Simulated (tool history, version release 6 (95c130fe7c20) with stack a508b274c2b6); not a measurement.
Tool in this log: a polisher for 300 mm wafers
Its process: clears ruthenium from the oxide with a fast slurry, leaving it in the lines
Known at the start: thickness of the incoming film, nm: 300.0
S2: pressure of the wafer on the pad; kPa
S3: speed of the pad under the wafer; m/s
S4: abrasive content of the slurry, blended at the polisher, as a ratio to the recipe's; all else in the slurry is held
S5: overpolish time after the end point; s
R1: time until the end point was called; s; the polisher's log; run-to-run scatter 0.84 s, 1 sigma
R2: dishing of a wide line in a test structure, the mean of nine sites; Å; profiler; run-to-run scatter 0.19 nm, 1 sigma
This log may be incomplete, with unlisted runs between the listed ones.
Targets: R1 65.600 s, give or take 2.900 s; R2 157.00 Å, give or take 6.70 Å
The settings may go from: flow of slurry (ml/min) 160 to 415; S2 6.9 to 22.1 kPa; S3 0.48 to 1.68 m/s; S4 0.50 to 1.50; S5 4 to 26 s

{"run": 1, "hour": 0.0, "flow of slurry (ml/min)": 265, "S2": 14.5, "S3": 1.08, "S4": 1.0, "S5": 13, "R1": 77.547, "R2": 414.83}
{"run": 2, "hour": 3.4, "flow of slurry (ml/min)": 265, "S2": 14.5, "S3": 1.08, "S4": 1.0, "S5": 11, "R1": 77.154, "R2": 348.1}
{"run": 3, "hour": 4.6, "flow of slurry (ml/min)": 265, "S2": 14.5, "S3": 1.08, "S4": 1.0, "S5": 16, "R1": 74.755, "R2": 501.9}
{"run": 4, "hour": 5.8, "flow of slurry (ml/min)": 265, "S2": 14.5, "S3": 1.08, "S4": 1.0, "S5": 13, "R1": 75.448, "R2": 408.61}
{"run": 5, "hour": 10.9, "flow of slurry (ml/min)": 265, "S2": 14.5, "S3": 1.08, "S4": 0.85, "S5": 13, "R1": 84.064, "R2": 385.38}
{"run": 6, "hour": 11.4, "flow of slurry (ml/min)": 265, "S2": 13.1, "S3": 1.08, "S4": 1.05, "S5": 11, "R1": 83.695, "R2": 331.25}
{"run": 7, "hour": 18.0, "flow of slurry (ml/min)": 235, "S2": 14.5, "S3": 0.92, "S4": 1.15, "S5": 9, "R1": 84.442, "R2": 268.63}
{"run": 8, "hour": 26.3, "flow of slurry (ml/min)": 215, "S2": 15.9, "S3": 0.8, "S4": 1.25, "S5": 8, "R1": 84.616, "R2": 235.24}
{"run": 9, "hour": 29.8, "flow of slurry (ml/min)": 200, "S2": 17.2, "S3": 0.72, "S4": 1.3, "S5": 7, "R1": 86.547, "R2": 205.26}
{"run": 10, "hour": 30.6, "flow of slurry (ml/min)": 190, "S2": 18.6, "S3": 0.68, "S4": 1.35, "S5": 6, "R1": 82.56, "R2": 184.67}
{"run": 11, "hour": 37.8, "flow of slurry (ml/min)": 160, "S2": 22.1, "S3": 0.6, "S4": 1.5, "S5": 4, "R1": 78.356, "R2": 131.62}
{"run": 12, "hour": 39.2, "flow of slurry (ml/min)": 165, "S2": 22.1, "S3": 0.64, "S4": 1.5, "S5": 4, "R1": 74.896, "R2": 139.54}
{"run": 13, "hour": 40.5, "flow of slurry (ml/min)": 165, "S2": 22.1, "S3": 0.68, "S4": 1.5, "S5": 4, "R1": 70.811, "R2": 147.07}

Exactly one of the 5 candidate moves below puts every result within its allowed miss. Which one?
{"run": "A", "hour": 41.8, "flow of slurry (ml/min)": 165, "S2": 22.1, "S3": 0.7, "S4": 1.3, "S5": 4, "R1": "?", "R2": "?"}
{"run": "B", "hour": 41.8, "flow of slurry (ml/min)": 160, "S2": 22.1, "S3": 0.66, "S4": 1.5, "S5": 4, "R1": "?", "R2": "?"}
{"run": "C", "hour": 41.8, "flow of slurry (ml/min)": 165, "S2": 20.7, "S3": 0.76, "S4": 1.25, "S5": 4, "R1": "?", "R2": "?"}
{"run": "D", "hour": 41.8, "flow of slurry (ml/min)": 195, "S2": 22.1, "S3": 0.58, "S4": 1.5, "S5": 4, "R1": "?", "R2": "?"}
{"run": "E", "hour": 41.8, "flow of slurry (ml/min)": 265, "S2": 20.7, "S3": 0.74, "S4": 1.45, "S5": 4, "R1": "?", "R2": "?"}

move=A R1=73.157 R2=140.72
move=B R1=73.117 R2=140.79
move=C R1=74.052 R2=139.07
move=D R1=76.567 R2=134.63
move=E R1=64.994 R2=157.79
A: further off than the last run
B: further off than the last run
C: further off than the last run
D: further off than the last run
E: all results land within tolerance of their targets
The move that meets every target is E.
